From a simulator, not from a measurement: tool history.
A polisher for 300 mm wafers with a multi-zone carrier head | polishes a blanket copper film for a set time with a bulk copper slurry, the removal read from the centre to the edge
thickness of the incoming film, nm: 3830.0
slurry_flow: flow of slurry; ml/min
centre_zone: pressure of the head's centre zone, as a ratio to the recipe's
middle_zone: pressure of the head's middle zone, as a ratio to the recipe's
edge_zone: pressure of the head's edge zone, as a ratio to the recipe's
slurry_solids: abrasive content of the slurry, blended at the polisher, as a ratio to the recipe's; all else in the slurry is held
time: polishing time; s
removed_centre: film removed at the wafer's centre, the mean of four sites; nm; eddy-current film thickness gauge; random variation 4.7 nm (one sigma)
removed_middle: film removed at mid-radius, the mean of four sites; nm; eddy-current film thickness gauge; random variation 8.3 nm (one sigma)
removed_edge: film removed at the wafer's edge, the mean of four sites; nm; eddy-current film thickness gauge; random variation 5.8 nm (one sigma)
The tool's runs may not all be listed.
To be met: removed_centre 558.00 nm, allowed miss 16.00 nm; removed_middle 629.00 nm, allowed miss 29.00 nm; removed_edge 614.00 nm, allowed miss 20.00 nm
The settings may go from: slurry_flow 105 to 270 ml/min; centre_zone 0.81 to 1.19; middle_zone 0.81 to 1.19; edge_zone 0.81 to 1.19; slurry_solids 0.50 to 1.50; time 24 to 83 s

{"run": 1, "day": 0.0, "slurry_flow": 175, "centre_zone": 1.0, "middle_zone": 1.0, "edge_zone": 1.0, "slurry_solids": 1.0, "time": 53, "removed_centre": 490.4, "removed_middle": 484.6, "removed_edge": 463.4}
{"run": 2, "day": 0.079, "slurry_flow": 175, "centre_zone": 1.0, "middle_zone": 1.0, "edge_zone": 1.06, "slurry_solids": 1.0, "time": 53, "removed_centre": 493.83, "removed_middle": 485.52, "removed_edge": 481.46}
{"run": 3, "day": 0.167, "slurry_flow": 175, "centre_zone": 1.0, "middle_zone": 1.05, "edge_zone": 1.06, "slurry_solids": 1.0, "time": 53, "removed_centre": 491.2, "removed_middle": 501.94, "removed_edge": 485.34}
{"run": 4, "day": 0.517, "slurry_flow": 185, "centre_zone": 0.99, "middle_zone": 1.08, "edge_zone": 1.09, "slurry_solids": 1.1, "time": 53, "removed_centre": 496.79, "removed_middle": 521.03, "removed_edge": 503.04}
{"run": 5, "day": 0.725, "slurry_flow": 190, "centre_zone": 0.98, "middle_zone": 1.1, "edge_zone": 1.11, "slurry_solids": 1.2, "time": 54, "removed_centre": 518.76, "removed_middle": 570.38, "removed_edge": 522.46}
{"run": 6, "day": 0.767, "slurry_flow": 190, "centre_zone": 0.96, "middle_zone": 1.08, "edge_zone": 1.13, "slurry_solids": 1.25, "time": 56, "removed_centre": 525.15, "removed_middle": 576.4, "removed_edge": 553.18}
{"run": 7, "day": 0.904, "slurry_flow": 200, "centre_zone": 0.95, "middle_zone": 1.08, "edge_zone": 1.15, "slurry_solids": 1.3, "time": 56, "removed_centre": 529.62, "removed_middle": 579.43, "removed_edge": 571.9}
{"run": 8, "day": 1.104, "slurry_flow": 210, "centre_zone": 0.95, "middle_zone": 1.09, "edge_zone": 1.16, "slurry_solids": 1.35, "time": 56, "removed_centre": 543.34, "removed_middle": 602.24, "removed_edge": 580.49}
{"run": 9, "day": 1.138, "slurry_flow": 215, "centre_zone": 0.94, "middle_zone": 1.09, "edge_zone": 1.17, "slurry_solids": 1.4, "time": 56, "removed_centre": 548.75, "removed_middle": 601.82, "removed_edge": 587.25}
{"run": 10, "day": 1.354, "slurry_flow": 215, "centre_zone": 0.93, "middle_zone": 1.09, "edge_zone": 1.17, "slurry_solids": 1.4, "time": 56, "removed_centre": 535.53, "removed_middle": 622.44, "removed_edge": 600.66}
{"run": 11, "day": 1.483, "slurry_flow": 220, "centre_zone": 0.93, "middle_zone": 1.09, "edge_zone": 1.17, "slurry_solids": 1.4, "time": 56, "removed_centre": 541.73, "removed_middle": 612.1, "removed_edge": 581.93}
{"run": 12, "day": 1.833, "slurry_flow": 215, "centre_zone": 0.93, "middle_zone": 1.09, "edge_zone": 1.17, "slurry_solids": 1.4, "time": 56, "removed_centre": 531.31, "removed_middle": 607.2, "removed_edge": 590.22}
{"run": 13, "day": 2.104, "slurry_flow": 220, "centre_zone": 0.93, "middle_zone": 1.09, "edge_zone": 1.18, "slurry_solids": 1.4, "time": 56, "removed_centre": 540.79, "removed_middle": 622.69, "removed_edge": 585.33}

4 next moves are on the table. One of them brings every result within its allowed miss. Which?
{"run": "A", "day": 2.375, "slurry_flow": 235, "centre_zone": 0.99, "middle_zone": 1.19, "edge_zone": 1.19, "slurry_solids": 1.4, "time": 58, "removed_centre": "?", "removed_middle": "?", "removed_edge": "?"}
{"run": "B", "day": 2.375, "slurry_flow": 190, "centre_zone": 1.06, "middle_zone": 1.16, "edge_zone": 1.12, "slurry_solids": 1.3, "time": 56, "removed_centre": "?", "removed_middle": "?", "removed_edge": "?"}
{"run": "C", "day": 2.375, "slurry_flow": 220, "centre_zone": 0.92, "middle_zone": 1.08, "edge_zone": 1.15, "slurry_solids": 1.4, "time": 58, "removed_centre": "?", "removed_middle": "?", "removed_edge": "?"}
{"run": "D", "day": 2.375, "slurry_flow": 270, "centre_zone": 1.03, "middle_zone": 1.14, "edge_zone": 1.18, "slurry_solids": 1.25, "time": 55, "removed_centre": "?", "removed_middle": "?", "removed_edge": "?"}

move=A removed_centre=596.51 removed_middle=668.48 removed_edge=612.16
move=B removed_centre=589.00 removed_middle=606.26 removed_edge=553.56
move=C removed_centre=551.65 removed_middle=611.17 removed_edge=599.28
move=D removed_centre=579.64 removed_middle=601.85 removed_edge=568.00
A: brings the result that was furthest off to its target, and leaves another outside
B: further off than the last run
C: meets every target
D: further off than the last run
The right move is C.
